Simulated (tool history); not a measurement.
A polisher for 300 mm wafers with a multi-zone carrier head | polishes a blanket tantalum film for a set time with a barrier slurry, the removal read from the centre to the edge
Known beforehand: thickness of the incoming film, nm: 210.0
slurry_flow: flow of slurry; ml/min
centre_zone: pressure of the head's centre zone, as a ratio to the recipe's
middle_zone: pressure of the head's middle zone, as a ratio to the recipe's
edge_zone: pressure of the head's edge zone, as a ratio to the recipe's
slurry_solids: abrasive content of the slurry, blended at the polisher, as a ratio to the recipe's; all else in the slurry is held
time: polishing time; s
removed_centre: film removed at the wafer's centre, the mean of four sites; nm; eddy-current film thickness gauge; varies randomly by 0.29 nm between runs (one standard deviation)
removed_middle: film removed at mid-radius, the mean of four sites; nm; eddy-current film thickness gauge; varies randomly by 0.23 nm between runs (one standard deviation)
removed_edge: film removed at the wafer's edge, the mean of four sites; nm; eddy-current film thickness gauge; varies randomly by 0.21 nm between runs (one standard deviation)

run	hour	slurry_flow	centre_zone	middle_zone	edge_zone	slurry_solids	time	removed_centre	removed_middle	removed_edge
1	0.0	305	1.00	1.00	1.00	1.00	42	35.812	36.106	37.934
2	4.1	305	1.00	1.04	1.00	1.00	42	35.341	37.049	36.889
3	12.3	300	0.99	1.04	0.97	0.85	39	31.458	32.753	32.412
4	16.0	295	0.97	1.04	0.94	0.75	37	28.779	29.977	29.127
5	23.9	295	0.97	1.04	0.94	0.95	37	30.435	31.988	31.793
6	26.8	295	0.95	1.05	0.93	0.85	36	27.509	30.326	29.756
7	27.5	295	0.94	1.05	0.91	0.75	35	26.767	28.509	27.689
8	29.8	290	0.92	1.06	0.89	0.70	35	24.766	27.999	26.695

Run 9, settings as shown, results not yet in. Your forecast:
9	35.1	280	0.96	1.04	0.81	0.50	34	?	?	?

Run 9 came out at removed_centre 23.096 nm, removed_middle 24.773 nm, removed_edge 22.278 nm.
